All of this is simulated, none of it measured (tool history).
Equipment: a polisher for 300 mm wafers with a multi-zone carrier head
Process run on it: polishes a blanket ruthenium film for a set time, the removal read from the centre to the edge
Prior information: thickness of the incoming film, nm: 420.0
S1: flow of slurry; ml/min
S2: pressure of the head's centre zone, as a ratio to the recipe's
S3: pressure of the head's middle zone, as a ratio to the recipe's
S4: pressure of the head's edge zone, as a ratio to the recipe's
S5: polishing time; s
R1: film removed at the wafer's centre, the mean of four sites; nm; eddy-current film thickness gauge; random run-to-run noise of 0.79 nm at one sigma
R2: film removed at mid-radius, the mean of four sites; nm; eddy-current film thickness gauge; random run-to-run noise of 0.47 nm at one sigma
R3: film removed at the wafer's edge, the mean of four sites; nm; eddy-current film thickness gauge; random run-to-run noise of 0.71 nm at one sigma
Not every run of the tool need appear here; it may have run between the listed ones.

{"run": 1, "day": 0.0, "S1": 255, "S2": 1.0, "S3": 1.0, "S4": 1.0, "S5": 84, "R1": 100.2, "R2": 101.14, "R3": 100.46}
{"run": 2, "day": 0.188, "S1": 255, "S2": 1.0, "S3": 1.06, "S4": 1.0, "S5": 84, "R1": 100.65, "R2": 104.13, "R3": 102.72}
{"run": 3, "day": 0.45, "S1": 255, "S2": 1.0, "S3": 1.06, "S4": 1.0, "S5": 103, "R1": 125.03, "R2": 129.81, "R3": 124.89}
{"run": 4, "day": 0.508, "S1": 255, "S2": 1.02, "S3": 1.04, "S4": 0.95, "S5": 89, "R1": 108.07, "R2": 109.15, "R3": 106.18}
{"run": 5, "day": 0.796, "S1": 225, "S2": 1.02, "S3": 1.04, "S4": 0.95, "S5": 89, "R1": 105.41, "R2": 107.89, "R3": 103.59}
{"run": 6, "day": 1.092, "S1": 210, "S2": 1.05, "S3": 1.03, "S4": 0.92, "S5": 79, "R1": 95.68, "R2": 93.99, "R3": 89.443}
{"run": 7, "day": 1.229, "S1": 200, "S2": 1.06, "S3": 1.02, "S4": 0.89, "S5": 73, "R1": 87.957, "R2": 85.486, "R3": 82.421}

Estimate the outcome of run 8 from the log above:
{"run": 8, "day": 1.475, "S1": 190, "S2": 1.08, "S3": 1.02, "S4": 0.87, "S5": 68, "R1": "?", "R2": "?", "R3": "?"}

{"run 8": {"R1": 83.344, "R2": 78.313, "R3": 72.913}}
